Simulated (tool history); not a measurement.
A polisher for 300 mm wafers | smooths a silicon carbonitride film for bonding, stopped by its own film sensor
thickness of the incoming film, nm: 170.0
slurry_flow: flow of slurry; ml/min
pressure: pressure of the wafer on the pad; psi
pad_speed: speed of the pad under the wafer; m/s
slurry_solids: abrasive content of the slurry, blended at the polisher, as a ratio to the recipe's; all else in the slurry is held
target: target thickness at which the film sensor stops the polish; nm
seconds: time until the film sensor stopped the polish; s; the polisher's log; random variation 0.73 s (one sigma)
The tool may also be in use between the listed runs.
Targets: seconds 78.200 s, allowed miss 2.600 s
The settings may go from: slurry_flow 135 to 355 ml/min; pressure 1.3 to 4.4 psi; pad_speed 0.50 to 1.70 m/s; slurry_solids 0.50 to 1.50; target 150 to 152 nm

Run 1, hour 0.0: slurry_flow 225 ml/min, pressure 2.8 psi, pad_speed 1.10 m/s, slurry_solids 1.00, target 150 nm. Result: seconds 59.476 s.
Run 2, hour 8.6: slurry_flow 225 ml/min, pressure 2.6 psi, pad_speed 1.10 m/s, slurry_solids 1.00, target 150 nm. Result: seconds 62.627 s.
Run 3, hour 12.8: slurry_flow 225 ml/min, pressure 2.5 psi, pad_speed 1.10 m/s, slurry_solids 1.00, target 150 nm. Result: seconds 64.535 s.
Run 4, hour 17.2: slurry_flow 225 ml/min, pressure 2.5 psi, pad_speed 1.26 m/s, slurry_solids 1.00, target 150 nm. Result: seconds 60.727 s.
Run 5, hour 24.6: slurry_flow 225 ml/min, pressure 2.3 psi, pad_speed 1.26 m/s, slurry_solids 1.00, target 150 nm. Result: seconds 64.557 s.
Run 6, hour 29.9: slurry_flow 225 ml/min, pressure 2.3 psi, pad_speed 1.26 m/s, slurry_solids 1.00, target 150 nm. Result: seconds 62.809 s.
Run 7, hour 32.6: slurry_flow 225 ml/min, pressure 2.1 psi, pad_speed 1.26 m/s, slurry_solids 1.00, target 150 nm. Result: seconds 69.548 s.
Run 8, hour 39.3: slurry_flow 225 ml/min, pressure 2.0 psi, pad_speed 1.26 m/s, slurry_solids 1.00, target 150 nm. Result: seconds 72.290 s.
At hour 42.3: slurry blender recalibrated.
Run 9, hour 42.3: slurry_flow 220 ml/min, pressure 1.9 psi, pad_speed 1.26 m/s, slurry_solids 1.00, target 150 nm. Result: seconds 65.000 s.
Run 10, hour 48.0: slurry_flow 235 ml/min, pressure 1.9 psi, pad_speed 1.26 m/s, slurry_solids 1.00, target 150 nm. Result: seconds 64.228 s.

Which of these 5 next moves meets every target?
Run A, hour 53.7: slurry_flow 185 ml/min, pressure 2.6 psi, pad_speed 0.94 m/s, slurry_solids 1.05, target 151 nm. Result: seconds ?.
Run B, hour 53.7: slurry_flow 225 ml/min, pressure 1.7 psi, pad_speed 1.22 m/s, slurry_solids 1.05, target 150 nm. Result: seconds ?.
Run C, hour 53.7: slurry_flow 260 ml/min, pressure 2.0 psi, pad_speed 1.36 m/s, slurry_solids 0.95, target 151 nm. Result: seconds ?.
Run D, hour 53.7: slurry_flow 165 ml/min, pressure 1.7 psi, pad_speed 1.34 m/s, slurry_solids 0.75, target 151 nm. Result: seconds ?.
Run E, hour 53.7: slurry_flow 255 ml/min, pressure 2.5 psi, pad_speed 1.16 m/s, slurry_solids 1.00, target 151 nm. Result: seconds ?.

move  seconds
   A   55.860
   B   70.079
   C   56.334
   D   76.640
   E   50.455
A: further off than the last run
B: nearer than the last run, and not there yet
C: further off than the last run
D: meets every target
E: further off than the last run
Answer: D

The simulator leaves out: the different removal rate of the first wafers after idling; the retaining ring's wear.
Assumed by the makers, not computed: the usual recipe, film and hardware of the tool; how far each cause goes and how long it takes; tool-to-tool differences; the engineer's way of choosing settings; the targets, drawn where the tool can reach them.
